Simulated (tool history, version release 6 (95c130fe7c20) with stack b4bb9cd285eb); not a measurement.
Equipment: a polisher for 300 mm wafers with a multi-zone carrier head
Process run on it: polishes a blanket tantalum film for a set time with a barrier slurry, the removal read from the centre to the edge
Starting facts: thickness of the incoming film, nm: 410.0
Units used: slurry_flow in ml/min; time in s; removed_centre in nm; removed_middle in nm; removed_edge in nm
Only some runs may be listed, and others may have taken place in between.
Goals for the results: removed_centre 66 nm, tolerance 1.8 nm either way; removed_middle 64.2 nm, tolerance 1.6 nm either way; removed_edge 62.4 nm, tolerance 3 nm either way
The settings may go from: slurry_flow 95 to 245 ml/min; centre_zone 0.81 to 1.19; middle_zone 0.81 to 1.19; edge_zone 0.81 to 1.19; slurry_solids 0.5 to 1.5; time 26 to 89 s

run    day  slurry_flow  centre_zone  middle_zone  edge_zone  slurry_solids  time  removed_centre  removed_middle  removed_edge
  1      0          155            1            1          1              1    57          79.074          82.185        82.094
  2  0.108          155            1            1          1           0.85    57           74.51          77.415         79.05
  3  0.175          170            1            1          1           0.85    57          75.949          77.013          75.4
  4  0.542          170            1            1          1           0.85    66          87.701          88.564         90.84
  5  0.658          190         0.97         0.98       0.97           0.75    64          78.102          81.224         81.63
  6  0.975          190         0.97         0.98       0.93           0.75    64          78.203           83.11        81.478
  7  1.025          200         0.98         0.96       0.91            0.7    62          74.373          77.063        74.229
  8  1.321          205         0.98         0.93       0.89           0.65    62          71.938          71.016        71.032
  9  1.558          210         0.98         0.92       0.87            0.6    62          68.113          66.882         66.35
 10  1.792          205         0.98         0.92       0.85            0.6    62           67.06          67.159        65.383
 11  1.908          200         0.99         0.92       0.84            0.6    62          68.174          66.445        66.015
 12  2.054          205         0.99         0.92       0.83            0.6    62          68.184          67.395        62.795

Which single option among these 4 for the next run brings every result within its allowed miss of target? Just one does.
  A  2.2          230         0.99         0.92       0.86            0.7    53               ?               ?             ?
  B  2.2          180         1.02         0.93       0.81            0.5    66               ?               ?             ?
  C  2.2          240         0.92         0.89       0.83            0.5    69               ?               ?             ?
  D  2.2          240         1.11         1.09       0.81           0.65    49               ?               ?             ?

move  removed_centre  removed_middle  removed_edge
   A          66.467           65.02        62.606
   B          62.695          60.154        56.569
   C          61.915          63.938        61.709
   D          66.213          63.948        53.892
A: meets every target
B: carries the result that was furthest off beyond its target, to the other side
C: meets the target for the result that was furthest off, but another lies outside its allowed miss
D: meets the target for the result that was furthest off, but another lies outside its allowed miss
So the answer is move A, the one that meets all the targets.
